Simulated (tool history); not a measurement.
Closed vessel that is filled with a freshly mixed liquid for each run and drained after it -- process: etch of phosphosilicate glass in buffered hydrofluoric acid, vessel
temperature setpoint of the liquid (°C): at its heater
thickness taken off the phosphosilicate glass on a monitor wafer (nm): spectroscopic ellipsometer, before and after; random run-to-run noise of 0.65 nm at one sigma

run,hour,temperature setpoint of the liquid (°C),parts of 40 % ammonium fluoride to one part of 49 % hydrofluoric acid (parts by volume),time in the liquid (s),thickness taken off the phosphosilicate glass on a monitor wafer (nm)
1,0,22,23,30,131.82
2,3.4,22,27.5,30,114.79
3,10.9,21.5,27.5,30,112.05
4,18.7,21.5,27.5,30,112.59
5,24.9,18,27.5,30,92.574
6,33.4,18.5,27.5,30,95.272

The next listed run, before its measurement:
7,36.8,19,27.5,30,?

{"run 7": {"thickness taken off the phosphosilicate glass on a monitor wafer (nm)": 99.316}}
